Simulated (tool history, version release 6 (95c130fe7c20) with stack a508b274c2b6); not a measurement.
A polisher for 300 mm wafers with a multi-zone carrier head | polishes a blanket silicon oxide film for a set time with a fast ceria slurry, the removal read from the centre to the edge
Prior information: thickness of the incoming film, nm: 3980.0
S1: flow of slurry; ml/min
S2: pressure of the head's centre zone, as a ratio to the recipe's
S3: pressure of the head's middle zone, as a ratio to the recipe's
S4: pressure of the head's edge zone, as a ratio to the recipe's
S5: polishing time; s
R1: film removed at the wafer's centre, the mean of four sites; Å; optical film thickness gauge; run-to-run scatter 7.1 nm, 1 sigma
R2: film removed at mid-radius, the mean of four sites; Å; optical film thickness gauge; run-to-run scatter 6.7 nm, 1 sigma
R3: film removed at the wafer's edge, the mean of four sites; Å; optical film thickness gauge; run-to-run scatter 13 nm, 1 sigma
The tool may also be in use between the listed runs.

run 1 hour=0.0 | S1=210 S2=1.00 S3=1.00 S4=1.00 S5=68 | R1=6522.4 R2=6618.3 R3=6687.1
run 2 hour=6.1 | S1=210 S2=1.00 S3=1.00 S4=0.95 S5=68 | R1=6472.3 R2=6585.3 R3=6613.8
run 3 hour=14.1 | S1=215 S2=1.01 S3=1.00 S4=0.97 S5=70 | R1=6782.3 R2=6834.9 R3=6774.3
run 4 hour=17.7 | S1=215 S2=1.02 S3=0.99 S4=0.99 S5=72 | R1=7086.9 R2=6967.9 R3=6962.7
run 5 hour=22.3 | S1=215 S2=1.03 S3=0.98 S4=1.00 S5=74 | R1=7299.3 R2=7021.4 R3=7201.0
run 6 hour=30.2 | S1=255 S2=1.03 S3=0.98 S4=1.00 S5=74 | R1=7439.4 R2=7227.7 R3=7375.1
run 7 hour=33.3 | S1=260 S2=1.04 S3=0.98 S4=1.01 S5=75 | R1=7750.9 R2=7391.5 R3=7562.0
run 8 hour=38.8 | S1=265 S2=1.05 S3=0.98 S4=1.02 S5=76 | R1=7883.1 R2=7474.1 R3=7646.7
run 9 hour=47.2 | S1=270 S2=1.06 S3=0.98 S4=1.03 S5=77 | R1=8058.7 R2=7587.3 R3=7779.2

What will run 10 give?
run 10 hour=49.0 | S1=270 S2=1.07 S3=0.98 S4=1.04 S5=78 | R1=? R2=? R3=?

Run 10 came out at R1 8329.7 Å, R2 7635.1 Å, R3 8083.2 Å.
